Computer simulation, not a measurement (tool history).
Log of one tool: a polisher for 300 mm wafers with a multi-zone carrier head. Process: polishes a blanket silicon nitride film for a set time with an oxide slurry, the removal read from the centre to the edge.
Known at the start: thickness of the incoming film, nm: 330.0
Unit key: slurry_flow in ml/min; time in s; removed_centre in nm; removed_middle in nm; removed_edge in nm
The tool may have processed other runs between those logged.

run	day	slurry_flow	centre_zone	middle_zone	edge_zone	slurry_solids	time	removed_centre	removed_middle	removed_edge
1	0	225	1	1	1	1	51	54.51	56.99	55.134
2	0.375	215	0.98	1.01	1.02	1	51	52.621	56.319	54.761
3	0.408	215	0.98	1.01	1.05	1	51	52.556	56.181	56.031
4	0.708	215	0.98	1.01	1.05	1	38	38.979	41.605	42.21
5	0.8	225	0.97	1.04	1.07	1.1	38	41.973	45.398	44.448
6	1.071	200	0.97	1.04	1.07	1.1	38	41.085	45.2	43.435
7	1.142	215	0.94	1.05	1.1	1.15	39	42.022	47.971	46.626
8	1.438	230	0.93	1.06	1.12	1.2	39	43.487	50.479	47.93
9	1.708	180	0.85	1.06	1.19	1.45	42	44.061	57.439	59.198

Predict the results of run 10:
10	2.062	195	0.86	1.07	1.18	1.45	42	?	?	?

{"run 10": {"removed_centre": 45.639, "removed_middle": 59.002, "removed_edge": 57.448}}
